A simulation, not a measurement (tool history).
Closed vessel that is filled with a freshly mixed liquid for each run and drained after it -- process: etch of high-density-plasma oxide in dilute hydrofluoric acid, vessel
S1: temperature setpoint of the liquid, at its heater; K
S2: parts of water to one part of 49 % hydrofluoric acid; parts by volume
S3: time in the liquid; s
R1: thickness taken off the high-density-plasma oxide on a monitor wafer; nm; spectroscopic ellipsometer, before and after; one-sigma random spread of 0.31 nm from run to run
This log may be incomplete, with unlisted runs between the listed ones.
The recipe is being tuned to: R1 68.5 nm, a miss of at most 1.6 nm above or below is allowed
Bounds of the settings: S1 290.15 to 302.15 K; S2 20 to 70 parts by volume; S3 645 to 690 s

run,day,S1,S2,S3,R1
1,0,294.15,40,645,81.646
2,0.333,294.15,40,690,87.127
3,0.408,293.15,40,690,82.545
4,0.608,293.15,35,690,95.916
5,0.929,293.15,35,690,96.253
6,1.029,293.15,35,690,95.952
7,1.296,292.65,35,690,93.122
8,1.571,292.15,35,690,92.003
9,1.688,291.65,35,690,89.565
10,1.992,291.15,35,690,87.978
11,2.067,290.15,45,690,64.706
12,2.179,290.15,45,690,64.081
13,2.317,290.65,45,690,66.29

4 next moves are on the table. One of them brings every result within its allowed miss. Which?
A,2.454,291.15,45,655,?
B,2.454,290.15,40,650,?
C,2.454,290.15,45,675,?
D,2.454,290.15,40,670,?

move,R1
A,64.74
B,69.591
C,63.879
D,71.732
A: further off than the last run
B: in spec on every target
C: further off than the last run
D: pushes the last run's worst result past its target
Go with B: it meets all targets.
